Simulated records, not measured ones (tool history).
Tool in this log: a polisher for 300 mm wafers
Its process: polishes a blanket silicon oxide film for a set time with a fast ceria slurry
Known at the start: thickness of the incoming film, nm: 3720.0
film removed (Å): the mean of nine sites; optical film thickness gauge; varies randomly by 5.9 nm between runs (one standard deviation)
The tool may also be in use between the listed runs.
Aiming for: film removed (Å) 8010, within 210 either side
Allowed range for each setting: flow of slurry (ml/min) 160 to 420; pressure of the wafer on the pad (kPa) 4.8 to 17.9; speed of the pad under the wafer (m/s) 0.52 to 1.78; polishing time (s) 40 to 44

run  hour  flow of slurry (ml/min)  pressure of the wafer on the pad (kPa)  speed of the pad under the wafer (m/s)  polishing time (s)  film removed (Å)
  1     0                      270                                      11                                    1.14                  44            4254.9
  2   2.1                      270                                      11                                     0.9                  44            3492.3
  3   9.8                      270                                    11.7                                    0.92                  44            3728.3
  4  15.1                      270                                    12.4                                    0.96                  44            4133.7
  5  23.9                      270                                    12.4                                    1.18                  44              4894
  6  26.7                      270                                    12.4                                     1.4                  44            5808.5
  7  31.1                      270                                    12.4                                     1.4                  44            5837.6
  8  36.8                      270                                    13.1                                     1.4                  44            6199.6
  9  43.3                      280                                    14.5                                     1.4                  44            6752.4

Which of these 4 next moves meets every target?
  A  49.8                      335                                    14.5                                    1.34                  41                 ?
  B  49.8                      300                                    17.2                                    1.52                  40                 ?
  C  49.8                      160                                      11                                    1.78                  44                 ?
  D  49.8                      250                                    15.2                                    1.52                  43                 ?

move  film removed (Å)
   A              6128
   B            7890.7
   C            5949.2
   D            7338.7
A: lands further from the targets than the last run did
B: every result within its allowed miss
C: lands further from the targets than the last run did
D: better than the last run, though not everything is in spec
Correct choice: B, which meets every target
